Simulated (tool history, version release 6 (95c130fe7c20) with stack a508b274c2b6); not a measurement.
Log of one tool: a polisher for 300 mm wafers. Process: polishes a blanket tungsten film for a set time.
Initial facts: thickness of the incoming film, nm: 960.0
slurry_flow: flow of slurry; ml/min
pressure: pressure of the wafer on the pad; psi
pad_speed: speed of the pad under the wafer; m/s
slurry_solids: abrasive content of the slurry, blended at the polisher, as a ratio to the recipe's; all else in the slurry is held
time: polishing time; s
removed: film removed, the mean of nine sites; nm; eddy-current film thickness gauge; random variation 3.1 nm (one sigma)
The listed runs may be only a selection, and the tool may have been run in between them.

| run | hour | slurry_flow | pressure | pad_speed | slurry_solids | time | removed |
|---|---|---|---|---|---|---|---|
| 1 | 0.0 | 255 | 2.8 | 1.06 | 1.0 | 63 | 235.42 |
| 2 | 2.2 | 255 | 2.2 | 1.06 | 1.0 | 63 | 199.01 |
| 3 | 10.4 | 255 | 2.2 | 1.06 | 1.0 | 63 | 198.75 |
| 4 | 14.5 | 255 | 1.7 | 1.06 | 1.0 | 63 | 161.76 |
| 5 | 17.6 | 255 | 1.9 | 1.06 | 1.0 | 63 | 175.46 |
| 6 | 20.4 | 255 | 1.9 | 1.06 | 1.0 | 57 | 161.74 |
| 7 | 24.7 | 255 | 2.1 | 1.06 | 1.0 | 57 | 174.72 |
| 8 | 27.5 | 255 | 2.3 | 1.06 | 1.0 | 57 | 186.85 |
| 9 | 29.7 | 255 | 2.5 | 1.06 | 1.0 | 57 | 196.92 |

Expected results for the next run?
| 10 | 37.4 | 255 | 2.7 | 1.06 | 1.0 | 57 | ? |

For run 10 the tool returned removed 213.51 nm.
